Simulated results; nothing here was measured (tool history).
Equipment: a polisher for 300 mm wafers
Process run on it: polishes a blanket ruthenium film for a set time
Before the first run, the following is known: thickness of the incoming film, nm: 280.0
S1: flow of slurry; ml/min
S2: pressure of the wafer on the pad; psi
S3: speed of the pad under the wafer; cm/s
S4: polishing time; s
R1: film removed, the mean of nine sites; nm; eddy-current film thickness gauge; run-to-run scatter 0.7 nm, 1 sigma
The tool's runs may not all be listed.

{"run": 1, "hour": 0.0, "S1": 145, "S2": 1.9, "S3": 130, "S4": 87, "R1": 99.996}
{"run": 2, "hour": 3.7, "S1": 110, "S2": 1.9, "S3": 130, "S4": 87, "R1": 95.701}
{"run": 3, "hour": 7.7, "S1": 145, "S2": 1.9, "S3": 130, "S4": 87, "R1": 98.726}
{"run": 4, "hour": 8.9, "S1": 145, "S2": 2.2, "S3": 130, "S4": 87, "R1": 116.34}
{"run": 5, "hour": 17.1, "S1": 145, "S2": 2.0, "S3": 130, "S4": 87, "R1": 105.15}
{"run": 6, "hour": 24.8, "S1": 140, "S2": 1.8, "S3": 130, "S4": 87, "R1": 92.168}

Run 7 has not been measured yet. What should we expect?
{"run": 7, "hour": 32.3, "S1": 140, "S2": 1.7, "S3": 130, "S4": 87, "R1": "?"}

Run 7 measured R1 88.596 nm.
